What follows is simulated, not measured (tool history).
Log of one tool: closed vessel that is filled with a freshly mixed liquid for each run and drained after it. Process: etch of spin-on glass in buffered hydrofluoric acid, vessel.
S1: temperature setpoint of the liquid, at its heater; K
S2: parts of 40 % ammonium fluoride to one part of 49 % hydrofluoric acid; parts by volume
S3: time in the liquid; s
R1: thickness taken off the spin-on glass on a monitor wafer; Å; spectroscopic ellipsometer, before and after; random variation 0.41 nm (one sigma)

run	day	S1	S2	S3	R1
1	0.000	297.15	16.0	35	703.09
2	0.238	300.15	16.0	35	819.49
3	0.533	298.65	16.0	35	758.79
4	0.767	297.65	16.0	35	718.04
5	0.904	296.65	16.0	35	690.15
6	1.242	295.65	16.0	35	647.43
7	1.283	294.65	16.0	35	614.52
8	1.475	294.15	16.0	35	586.07
9	1.821	293.65	16.0	35	581.30
10	2.000	293.15	16.0	35	557.43
# day 2.062: hydrofluoric acid flow meter replaced
11	2.062	292.65	16.0	35	607.81

Forecast run 12:
12	2.421	290.65	19.5	35	?

R1: 441.42 Å
